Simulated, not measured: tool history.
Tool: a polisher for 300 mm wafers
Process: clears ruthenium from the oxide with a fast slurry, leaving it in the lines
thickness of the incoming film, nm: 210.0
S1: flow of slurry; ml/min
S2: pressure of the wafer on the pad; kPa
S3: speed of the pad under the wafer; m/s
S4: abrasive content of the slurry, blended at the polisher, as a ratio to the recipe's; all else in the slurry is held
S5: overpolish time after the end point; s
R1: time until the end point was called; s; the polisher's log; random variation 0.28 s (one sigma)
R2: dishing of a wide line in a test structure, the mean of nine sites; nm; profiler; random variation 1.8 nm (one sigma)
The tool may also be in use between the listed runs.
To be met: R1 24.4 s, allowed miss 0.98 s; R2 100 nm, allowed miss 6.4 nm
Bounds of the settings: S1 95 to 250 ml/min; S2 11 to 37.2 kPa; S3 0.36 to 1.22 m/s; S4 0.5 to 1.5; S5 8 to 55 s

run 1 hour=0 | S1=160 S2=24.1 S3=0.78 S4=1 S5=28 | R1=46.645 R2=98.422
run 2 hour=0.7 | S1=165 S2=28.3 S3=0.8 S4=1 S5=22 | R1=40.068 R2=89.005
run 3 hour=2.4 | S1=165 S2=28.3 S3=0.72 S4=1 S5=22 | R1=43.57 R2=81.733
run 4 hour=6 | S1=165 S2=28.3 S3=0.72 S4=1.2 S5=22 | R1=40.804 R2=85.776
run 5 hour=10.1 | S1=170 S2=31 S3=0.76 S4=1.2 S5=20 | R1=35.741 R2=88.642
run 6 hour=17.2 | S1=170 S2=33.1 S3=0.8 S4=1.2 S5=18 | R1=32.294 R2=88.945
run 7 hour=23.1 | S1=175 S2=34.5 S3=0.84 S4=1.2 S5=17 | R1=29.668 R2=89.956
run 8 hour=30.5 | S1=175 S2=35.2 S3=0.88 S4=1.2 S5=17 | R1=28.17 R2=91.66
-- hour=35.2 head pressure recalibrated
run 9 hour=35.2 | S1=175 S2=35.9 S3=0.9 S4=1.2 S5=17 | R1=28.365 R2=95.116
run 10 hour=36.1 | S1=180 S2=36.5 S3=0.94 S4=1.2 S5=16 | R1=26.683 R2=93.573
run 11 hour=42.8 | S1=180 S2=36.5 S3=0.96 S4=1.2 S5=16 | R1=25.852 R2=98.166
run 12 hour=48.1 | S1=180 S2=36.5 S3=0.98 S4=1.2 S5=16 | R1=25.216 R2=95.221

4 next moves are on the table. One of them brings every result within its allowed miss. Which?
run A hour=53.4 | S1=160 S2=33.1 S3=1 S4=1.25 S5=17 | R1=? R2=?
run B hour=53.4 | S1=150 S2=33.1 S3=1.1 S4=1.25 S5=13 | R1=? R2=?
run C hour=53.4 | S1=245 S2=37.2 S3=0.9 S4=1.1 S5=20 | R1=? R2=?
run D hour=53.4 | S1=245 S2=32.4 S3=1.12 S4=1.15 S5=16 | R1=? R2=?

move=A R1=27.348 R2=94.2
move=B R1=25.177 R2=81.409
move=C R1=27.148 R2=106.99
move=D R1=24.183 R2=98.783
A: further off than the last run
B: brings the result that was furthest off to its target, and leaves another outside
C: further off than the last run
D: meets every target
The right move is D.

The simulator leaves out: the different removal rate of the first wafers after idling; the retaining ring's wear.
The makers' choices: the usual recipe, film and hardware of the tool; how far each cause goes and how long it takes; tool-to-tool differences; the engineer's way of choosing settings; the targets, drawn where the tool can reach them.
